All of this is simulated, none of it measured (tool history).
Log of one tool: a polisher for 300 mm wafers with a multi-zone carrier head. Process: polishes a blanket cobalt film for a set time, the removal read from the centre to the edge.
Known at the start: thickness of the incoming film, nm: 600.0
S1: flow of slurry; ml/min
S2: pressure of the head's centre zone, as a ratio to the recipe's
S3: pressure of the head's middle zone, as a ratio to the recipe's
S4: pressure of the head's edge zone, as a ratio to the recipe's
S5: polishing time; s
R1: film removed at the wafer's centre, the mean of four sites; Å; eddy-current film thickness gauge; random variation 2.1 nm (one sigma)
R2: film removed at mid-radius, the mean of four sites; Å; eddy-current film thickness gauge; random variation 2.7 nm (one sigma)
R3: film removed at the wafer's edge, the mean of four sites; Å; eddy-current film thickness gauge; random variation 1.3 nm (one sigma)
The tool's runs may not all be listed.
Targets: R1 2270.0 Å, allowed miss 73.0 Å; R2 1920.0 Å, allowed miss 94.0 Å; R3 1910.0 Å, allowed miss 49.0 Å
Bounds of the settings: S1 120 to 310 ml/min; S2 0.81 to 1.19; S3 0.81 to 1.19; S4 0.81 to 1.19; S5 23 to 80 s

run,hour,S1,S2,S3,S4,S5,R1,R2,R3
1,0.0,200,1.00,1.00,1.00,51,2161.2,2082.8,2168.8
2,1.1,200,1.03,1.00,1.00,51,2264.3,2097.0,2157.0
3,3.7,200,1.03,1.06,1.00,51,2228.1,2182.0,2137.2
4,9.9,200,1.03,1.06,1.07,51,2229.6,2207.3,2194.6
5,13.7,200,0.98,1.06,1.07,51,2103.0,2148.1,2203.7
6,19.8,200,0.92,1.06,1.07,51,1994.1,2166.4,2223.0
7,25.4,195,0.97,1.04,1.03,50,2055.0,2105.2,2098.6
8,32.3,190,1.00,1.02,1.01,50,2132.9,2112.5,2105.3
9,35.3,190,1.00,1.02,1.01,50,2122.4,2093.8,2118.7
10,36.2,195,1.03,1.01,0.99,49,2142.9,2004.8,2024.4
11,44.6,195,1.05,1.00,0.98,49,2182.9,1972.4,2026.0
12,50.1,190,1.07,1.00,0.97,49,2207.6,1980.0,2045.5

5 next moves are on the table. One of them brings every result within its allowed miss. Which?
A,55.6,220,1.16,1.04,0.98,45,?,?,?
B,55.6,215,1.10,0.98,0.97,43,?,?,?
C,55.6,250,1.19,1.01,0.92,46,?,?,?
D,55.6,180,1.19,0.97,0.90,45,?,?,?
E,55.6,195,0.97,1.12,0.93,50,?,?,?

move,R1,R2,R3
A,2220.8,1953.2,1880.3
B,2003.8,1784.2,1787.6
C,2371.7,1987.4,1907.6
D,2201.2,1803.0,1790.3
E,2021.6,2252.3,2025.7
A: meets every target
B: takes the result that was furthest off past its target
C: brings the result that was furthest off to its target, and leaves another outside
D: takes the result that was furthest off past its target
E: further off than the last run
Answer: A
